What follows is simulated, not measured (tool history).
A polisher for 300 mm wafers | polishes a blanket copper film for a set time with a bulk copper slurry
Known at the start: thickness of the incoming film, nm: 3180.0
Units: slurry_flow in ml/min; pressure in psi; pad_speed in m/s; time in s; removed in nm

run 1 day=0.000 | slurry_flow=205 pressure=3.1 pad_speed=1.16 slurry_solids=1.00 time=33 | removed=400.63
run 2 day=0.033 | slurry_flow=205 pressure=3.1 pad_speed=1.16 slurry_solids=1.15 time=33 | removed=410.85
run 3 day=0.138 | slurry_flow=205 pressure=2.9 pad_speed=1.16 slurry_solids=1.15 time=33 | removed=392.43
run 4 day=0.250 | slurry_flow=205 pressure=2.7 pad_speed=1.16 slurry_solids=1.15 time=33 | removed=376.73
-- day=0.379 worn pad replaced by a new one
run 5 day=0.379 | slurry_flow=205 pressure=2.7 pad_speed=1.16 slurry_solids=1.25 time=33 | removed=415.10
run 6 day=0.462 | slurry_flow=205 pressure=2.6 pad_speed=1.14 slurry_solids=1.25 time=33 | removed=397.53
run 7 day=0.788 | slurry_flow=205 pressure=2.5 pad_speed=1.10 slurry_solids=1.25 time=33 | removed=372.68

The next listed run, before its measurement:
run 8 day=1.000 | slurry_flow=205 pressure=2.4 pad_speed=1.08 slurry_solids=1.25 time=33 | removed=?

{"run 8": {"removed": 359.32}}

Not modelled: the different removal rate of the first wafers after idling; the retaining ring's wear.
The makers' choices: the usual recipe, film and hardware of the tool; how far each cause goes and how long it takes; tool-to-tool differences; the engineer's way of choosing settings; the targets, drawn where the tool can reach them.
